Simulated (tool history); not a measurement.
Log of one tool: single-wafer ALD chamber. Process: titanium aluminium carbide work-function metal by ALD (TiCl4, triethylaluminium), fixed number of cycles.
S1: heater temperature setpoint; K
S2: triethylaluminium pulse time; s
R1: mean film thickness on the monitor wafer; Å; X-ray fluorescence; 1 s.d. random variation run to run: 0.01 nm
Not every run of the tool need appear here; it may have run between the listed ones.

run,hour,S1,S2,R1
1,0,593.15,13.34,21.67
2,8.6,596.15,13.66,21.88
3,10,599.15,13.99,22.509
4,18.3,599.15,10.67,22.061
5,25.4,591.15,10.67,21.316
6,29.9,591.15,7.96,20.931
7,35.3,595.15,8.4,21.29
8,40.2,598.15,8.83,21.718

Forecast run 9:
9,42.4,600.15,9.1,?

R1: 21.954 Å
